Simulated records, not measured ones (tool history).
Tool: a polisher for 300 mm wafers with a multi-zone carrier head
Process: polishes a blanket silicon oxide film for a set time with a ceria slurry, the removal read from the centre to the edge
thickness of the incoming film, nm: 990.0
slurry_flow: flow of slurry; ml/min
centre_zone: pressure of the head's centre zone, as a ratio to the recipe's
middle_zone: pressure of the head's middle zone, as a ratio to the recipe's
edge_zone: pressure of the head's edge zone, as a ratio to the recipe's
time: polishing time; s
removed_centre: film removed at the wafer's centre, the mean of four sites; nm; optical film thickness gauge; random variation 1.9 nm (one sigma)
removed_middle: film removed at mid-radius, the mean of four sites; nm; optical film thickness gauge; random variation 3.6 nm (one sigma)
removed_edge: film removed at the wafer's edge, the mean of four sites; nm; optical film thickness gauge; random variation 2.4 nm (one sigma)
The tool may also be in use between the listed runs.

run  hour  slurry_flow  centre_zone  middle_zone  edge_zone  time  removed_centre  removed_middle  removed_edge
  1     0          310            1            1          1    45          191.05          184.46        183.51
  2   3.4          310            1            1          1    35          148.56          147.29        143.55
  3  10.7          310         0.96         1.04       1.04    41          165.99          176.05        172.65
  4  16.9          310         0.96         0.98       1.04    41           161.5          165.78        175.34
  5  18.1          315         0.94         1.03       1.07    45          175.77          189.87        195.22
  6  23.8          385         0.94         1.03       1.07    45           182.2          190.93           194
  7  26.4          365         0.93         1.07       1.09    48          191.03          215.01        206.52
  8  27.5          365         0.93         1.07       1.09    48           188.7          213.92        205.25
  9  34.4          350         0.92         1.08       1.11    51          199.89          236.47        218.32

The next listed run, before its measurement:
 10  37.1          350         0.91         1.07       1.13    53               ?               ?             ?

removed_centre: 203.11 nm
removed_middle: 234.56 nm
removed_edge: 233.9 nm

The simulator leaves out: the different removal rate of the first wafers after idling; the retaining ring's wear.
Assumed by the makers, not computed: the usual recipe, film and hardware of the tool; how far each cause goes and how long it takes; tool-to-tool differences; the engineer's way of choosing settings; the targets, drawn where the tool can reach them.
